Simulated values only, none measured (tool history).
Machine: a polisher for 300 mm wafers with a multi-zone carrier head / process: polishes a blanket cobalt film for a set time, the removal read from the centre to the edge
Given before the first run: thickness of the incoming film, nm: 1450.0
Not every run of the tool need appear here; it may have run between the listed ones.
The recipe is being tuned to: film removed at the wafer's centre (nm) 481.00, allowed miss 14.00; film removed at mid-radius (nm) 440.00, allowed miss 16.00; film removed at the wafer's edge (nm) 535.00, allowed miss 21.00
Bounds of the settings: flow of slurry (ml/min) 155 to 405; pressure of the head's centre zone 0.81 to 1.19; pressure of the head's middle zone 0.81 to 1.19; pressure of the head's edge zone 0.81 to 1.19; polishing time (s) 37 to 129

run,hour,flow of slurry (ml/min),pressure of the head's centre zone,pressure of the head's middle zone,pressure of the head's edge zone,polishing time (s),film removed at the wafer's centre (nm),film removed at mid-radius (nm),film removed at the wafer's edge (nm)
1,0.0,260,1.00,1.00,1.00,83,361.93,357.70,372.35
2,4.1,315,1.00,1.00,1.00,83,376.47,361.68,373.60
3,7.7,290,1.01,0.98,1.03,89,400.04,387.73,400.37
4,13.1,290,1.01,0.98,1.03,105,466.95,454.00,484.72
5,18.7,245,1.01,0.98,1.03,105,463.59,453.26,477.04
6,21.5,250,1.00,0.94,1.06,106,457.89,433.96,481.44
7,26.6,255,1.00,0.93,1.09,108,462.40,439.48,495.61
8,33.6,260,1.02,0.87,1.19,113,499.66,436.54,555.19
9,39.0,255,1.02,0.88,1.18,113,500.27,440.44,542.62

Which single option among these 4 for the next run brings every result within its allowed miss of target? Just one does.
A,44.4,275,1.00,0.91,1.19,110,?,?,?
B,44.4,265,1.10,0.95,1.14,109,?,?,?
C,44.4,265,1.06,0.87,1.18,110,?,?,?
D,44.4,245,1.05,0.85,1.14,117,?,?,?

move,film removed at the wafer's centre (nm),film removed at mid-radius (nm),film removed at the wafer's edge (nm)
A,487.69,439.37,530.20
B,529.54,449.13,511.83
C,514.54,421.35,526.42
D,536.12,435.42,546.08
A: every result lands within tolerance
B: lands further from the targets than the last run did
C: lands further from the targets than the last run did
D: lands further from the targets than the last run did
So the answer is move A, the one that meets all the targets.

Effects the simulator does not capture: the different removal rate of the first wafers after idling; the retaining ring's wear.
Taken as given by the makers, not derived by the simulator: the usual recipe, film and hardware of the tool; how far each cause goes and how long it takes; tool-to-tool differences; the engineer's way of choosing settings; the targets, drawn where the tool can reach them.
